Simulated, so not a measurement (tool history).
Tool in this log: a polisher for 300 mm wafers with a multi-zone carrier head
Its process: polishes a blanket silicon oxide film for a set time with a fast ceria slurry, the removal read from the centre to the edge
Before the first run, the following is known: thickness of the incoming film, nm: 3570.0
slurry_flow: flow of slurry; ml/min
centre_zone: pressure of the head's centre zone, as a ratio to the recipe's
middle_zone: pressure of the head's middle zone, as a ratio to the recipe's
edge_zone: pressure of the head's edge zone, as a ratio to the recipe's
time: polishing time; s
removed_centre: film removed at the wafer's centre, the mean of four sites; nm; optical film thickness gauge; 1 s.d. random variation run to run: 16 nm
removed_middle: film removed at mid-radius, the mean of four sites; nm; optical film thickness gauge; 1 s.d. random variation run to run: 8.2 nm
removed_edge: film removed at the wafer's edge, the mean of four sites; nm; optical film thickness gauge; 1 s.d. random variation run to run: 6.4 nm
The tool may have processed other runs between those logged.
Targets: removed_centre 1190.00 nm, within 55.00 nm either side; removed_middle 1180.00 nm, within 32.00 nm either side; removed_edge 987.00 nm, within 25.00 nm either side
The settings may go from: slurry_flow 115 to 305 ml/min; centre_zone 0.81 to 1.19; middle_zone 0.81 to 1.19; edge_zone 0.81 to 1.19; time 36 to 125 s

run,hour,slurry_flow,centre_zone,middle_zone,edge_zone,time,removed_centre,removed_middle,removed_edge
1,0.0,195,1.00,1.00,1.00,80,798.92,836.80,823.22
2,7.5,195,1.00,1.00,1.04,80,839.33,836.38,841.31
3,13.6,195,1.00,1.00,1.04,99,1015.30,1035.10,1048.60
4,20.0,215,1.05,1.03,1.00,98,1077.30,1054.70,1024.70
5,26.6,230,1.07,1.06,0.98,98,1100.70,1102.70,1021.60
6,30.7,230,1.07,0.99,0.98,98,1083.10,1038.30,1017.80
7,31.6,230,1.07,0.99,0.98,98,1087.30,1037.20,1016.10
8,36.3,245,1.09,1.02,0.95,98,1111.00,1060.90,1013.70
9,45.1,250,1.11,1.06,0.93,98,1151.90,1116.90,1016.10
10,51.8,255,1.12,1.08,0.91,98,1149.90,1120.90,1012.60

Which single option among these 5 for the next run brings every result within its allowed miss of target? Just one does.
A,58.5,280,0.98,1.18,0.88,98,?,?,?
B,58.5,250,1.15,1.16,0.91,97,?,?,?
C,58.5,285,1.18,1.09,0.91,94,?,?,?
D,58.5,305,1.08,1.16,0.95,98,?,?,?
E,58.5,300,1.19,1.02,0.89,92,?,?,?

move,removed_centre,removed_middle,removed_edge
A,1044.20,1246.00,997.23
B,1196.60,1198.40,988.83
C,1209.30,1117.20,970.09
D,1162.70,1237.90,1031.20
E,1200.10,1038.80,946.95
A: takes the biggest miss from the last run beyond its target
B: meets every target
C: further off than the last run
D: takes the biggest miss from the last run beyond its target
E: further off than the last run
Move B is the one to make.
